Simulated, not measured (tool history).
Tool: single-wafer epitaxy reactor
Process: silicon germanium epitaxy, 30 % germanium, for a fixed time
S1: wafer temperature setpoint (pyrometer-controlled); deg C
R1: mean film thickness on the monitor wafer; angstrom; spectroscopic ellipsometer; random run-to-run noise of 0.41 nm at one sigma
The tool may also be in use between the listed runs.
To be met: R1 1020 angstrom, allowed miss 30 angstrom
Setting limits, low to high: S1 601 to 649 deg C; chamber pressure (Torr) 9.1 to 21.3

{"run": 1, "day": 0.0, "S1": 625, "chamber pressure (Torr)": 15.2, "R1": 853.2}
{"run": 2, "day": 0.154, "S1": 621, "chamber pressure (Torr)": 15.2, "R1": 782.86}
{"run": 3, "day": 0.525, "S1": 621, "chamber pressure (Torr)": 17.4, "R1": 820.16}
{"run": 4, "day": 0.604, "S1": 624, "chamber pressure (Torr)": 17.5, "R1": 875.29}
{"run": 5, "day": 0.642, "S1": 624, "chamber pressure (Torr)": 19, "R1": 902.51}
{"run": 6, "day": 0.888, "S1": 624, "chamber pressure (Torr)": 17, "R1": 868.83}
{"run": 7, "day": 1.196, "S1": 626, "chamber pressure (Torr)": 17.1, "R1": 904.01}
{"run": 8, "day": 1.312, "S1": 628, "chamber pressure (Torr)": 17.1, "R1": 933.46}
{"run": 9, "day": 1.379, "S1": 629, "chamber pressure (Torr)": 17.1, "R1": 944.47}
{"run": 10, "day": 1.421, "S1": 630, "chamber pressure (Torr)": 17.1, "R1": 975.88}

Consider the 5 candidate settings below. Which is the only one whose results all fall within their allowed miss of target?
{"run": "A", "day": 1.462, "S1": 635, "chamber pressure (Torr)": 17.7, "R1": "?"}
{"run": "B", "day": 1.462, "S1": 639, "chamber pressure (Torr)": 12.6, "R1": "?"}
{"run": "C", "day": 1.462, "S1": 628, "chamber pressure (Torr)": 16.9, "R1": "?"}
{"run": "D", "day": 1.462, "S1": 636, "chamber pressure (Torr)": 18.8, "R1": "?"}
{"run": "E", "day": 1.462, "S1": 629, "chamber pressure (Torr)": 17.1, "R1": "?"}

move=A R1=1076.2
move=B R1=1023.2
move=C R1=929.5
move=D R1=1120.9
move=E R1=951.1
A: takes the result that was furthest off past its target
B: all results land within tolerance of their targets
C: moves away from the targets compared with the last run
D: takes the result that was furthest off past its target
E: moves away from the targets compared with the last run
B is the move that brings every result within its allowed miss.
